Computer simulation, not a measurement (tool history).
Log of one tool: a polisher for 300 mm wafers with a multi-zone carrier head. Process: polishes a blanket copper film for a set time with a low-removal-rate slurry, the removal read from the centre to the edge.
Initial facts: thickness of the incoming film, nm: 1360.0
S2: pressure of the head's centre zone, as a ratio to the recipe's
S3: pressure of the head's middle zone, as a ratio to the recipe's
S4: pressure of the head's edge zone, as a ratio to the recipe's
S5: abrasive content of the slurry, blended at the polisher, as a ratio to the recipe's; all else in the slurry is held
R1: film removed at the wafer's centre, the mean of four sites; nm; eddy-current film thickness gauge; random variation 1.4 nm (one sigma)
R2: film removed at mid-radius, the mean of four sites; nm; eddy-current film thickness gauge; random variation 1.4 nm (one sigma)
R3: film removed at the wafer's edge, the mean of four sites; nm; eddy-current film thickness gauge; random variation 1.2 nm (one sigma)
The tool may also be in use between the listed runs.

{"run": 1, "hour": 0.0, "flow of slurry (ml/min)": 155, "S2": 1, "S3": 1, "S4": 1, "S5": 1, "polishing time (s)": 88, "R1": 275.56, "R2": 277.21, "R3": 278.54}
{"run": 2, "hour": 2.7, "flow of slurry (ml/min)": 150, "S2": 0.99, "S3": 0.98, "S4": 0.98, "S5": 0.95, "polishing time (s)": 85, "R1": 258.67, "R2": 264.32, "R3": 260.94}
{"run": 3, "hour": 6.3, "flow of slurry (ml/min)": 150, "S2": 0.99, "S3": 0.98, "S4": 0.98, "S5": 1.05, "polishing time (s)": 85, "R1": 263.58, "R2": 264.5, "R3": 267.49}
{"run": 4, "hour": 14.3, "flow of slurry (ml/min)": 145, "S2": 0.99, "S3": 0.96, "S4": 0.97, "S5": 1, "polishing time (s)": 82, "R1": 253.69, "R2": 253.45, "R3": 254.15}
{"run": 5, "hour": 17.4, "flow of slurry (ml/min)": 145, "S2": 0.99, "S3": 0.96, "S4": 0.97, "S5": 0.9, "polishing time (s)": 82, "R1": 246.73, "R2": 250.39, "R3": 249.78}
{"run": 6, "hour": 22.3, "flow of slurry (ml/min)": 115, "S2": 0.99, "S3": 0.96, "S4": 0.97, "S5": 0.9, "polishing time (s)": 82, "R1": 236.83, "R2": 241.93, "R3": 244.05}
{"run": 7, "hour": 25.5, "flow of slurry (ml/min)": 115, "S2": 0.99, "S3": 0.94, "S4": 0.97, "S5": 0.85, "polishing time (s)": 79, "R1": 225.64, "R2": 220.1, "R3": 233.6}
{"run": 8, "hour": 27.1, "flow of slurry (ml/min)": 115, "S2": 0.98, "S3": 0.93, "S4": 0.95, "S5": 0.8, "polishing time (s)": 77, "R1": 217.36, "R2": 211.06, "R3": 222.32}
{"run": 9, "hour": 28.0, "flow of slurry (ml/min)": 115, "S2": 0.97, "S3": 0.92, "S4": 0.93, "S5": 0.75, "polishing time (s)": 76, "R1": 207.97, "R2": 205.36, "R3": 212.75}

Run 10 comes next. What will it give?
{"run": 10, "hour": 35.7, "flow of slurry (ml/min)": 115, "S2": 0.96, "S3": 0.91, "S4": 0.92, "S5": 0.7, "polishing time (s)": 76, "R1": "?", "R2": "?", "R3": "?"}

{"run 10": {"R1": 204.29, "R2": 203.36, "R3": 210.82}}

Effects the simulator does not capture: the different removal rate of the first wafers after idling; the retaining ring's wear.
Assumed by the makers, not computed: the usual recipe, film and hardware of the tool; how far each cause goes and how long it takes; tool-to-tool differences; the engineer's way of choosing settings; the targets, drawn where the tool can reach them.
